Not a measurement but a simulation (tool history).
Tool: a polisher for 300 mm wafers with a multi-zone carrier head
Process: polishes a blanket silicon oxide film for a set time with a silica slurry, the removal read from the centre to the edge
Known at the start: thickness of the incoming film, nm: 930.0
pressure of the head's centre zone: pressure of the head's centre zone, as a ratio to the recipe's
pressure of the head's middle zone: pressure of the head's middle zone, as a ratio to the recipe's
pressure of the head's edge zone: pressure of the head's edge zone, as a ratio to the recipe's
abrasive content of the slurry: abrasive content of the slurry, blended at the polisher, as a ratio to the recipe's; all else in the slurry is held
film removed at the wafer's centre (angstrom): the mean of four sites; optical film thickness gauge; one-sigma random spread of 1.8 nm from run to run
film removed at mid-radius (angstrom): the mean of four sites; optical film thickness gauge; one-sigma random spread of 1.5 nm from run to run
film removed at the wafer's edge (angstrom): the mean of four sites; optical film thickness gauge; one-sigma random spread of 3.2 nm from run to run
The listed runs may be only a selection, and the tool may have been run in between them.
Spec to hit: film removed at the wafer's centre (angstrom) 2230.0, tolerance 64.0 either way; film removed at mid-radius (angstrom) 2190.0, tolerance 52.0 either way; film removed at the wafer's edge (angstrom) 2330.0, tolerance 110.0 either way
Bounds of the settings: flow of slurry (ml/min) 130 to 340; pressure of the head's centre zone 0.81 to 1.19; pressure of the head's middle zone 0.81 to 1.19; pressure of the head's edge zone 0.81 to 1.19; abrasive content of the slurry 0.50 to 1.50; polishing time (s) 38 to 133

run,day,flow of slurry (ml/min),pressure of the head's centre zone,pressure of the head's middle zone,pressure of the head's edge zone,abrasive content of the slurry,polishing time (s),film removed at the wafer's centre (angstrom),film removed at mid-radius (angstrom),film removed at the wafer's edge (angstrom)
1,0.000,220,1.00,1.00,1.00,1.00,85,3249.2,3274.3,3255.9
2,0.312,210,0.98,0.97,0.97,0.90,85,3028.8,3066.5,3068.3
3,0.396,205,0.97,0.94,0.95,0.80,84,2804.4,2829.8,2884.2
4,0.588,205,0.97,0.94,1.00,0.80,84,2773.2,2810.8,2899.1
5,0.738,200,0.97,0.92,0.99,0.75,83,2647.2,2635.1,2789.6
6,1.017,160,0.97,0.92,0.99,0.75,83,2564.6,2535.5,2632.7
7,1.046,155,0.96,0.91,0.98,0.70,83,2446.4,2427.1,2578.5
8,1.371,150,0.96,0.90,0.97,0.65,83,2327.5,2311.3,2498.0
9,1.625,145,0.96,0.90,0.96,0.65,83,2291.1,2310.2,2417.1
10,1.688,140,0.96,0.89,0.96,0.65,83,2282.0,2248.8,2400.2
11,1.988,140,0.96,0.89,0.95,0.65,83,2311.4,2265.6,2376.7

Which of these 4 next moves meets every target?
A,2.288,160,0.97,0.88,0.95,0.70,76,?,?,?
B,2.288,130,1.03,1.02,0.81,0.60,80,?,?,?
C,2.288,140,0.89,0.88,0.96,0.50,96,?,?,?
D,2.288,135,0.95,0.94,0.89,0.60,86,?,?,?

move,film removed at the wafer's centre (angstrom),film removed at mid-radius (angstrom),film removed at the wafer's edge (angstrom)
A,2276.5,2223.4,2414.4
B,2245.2,2283.5,2124.0
C,2176.1,2327.9,2561.3
D,2248.7,2350.8,2399.7
A: meets every target
B: the biggest miss grows against the last run
C: the biggest miss grows against the last run
D: the biggest miss grows against the last run
A is the move that brings every result within its allowed miss.
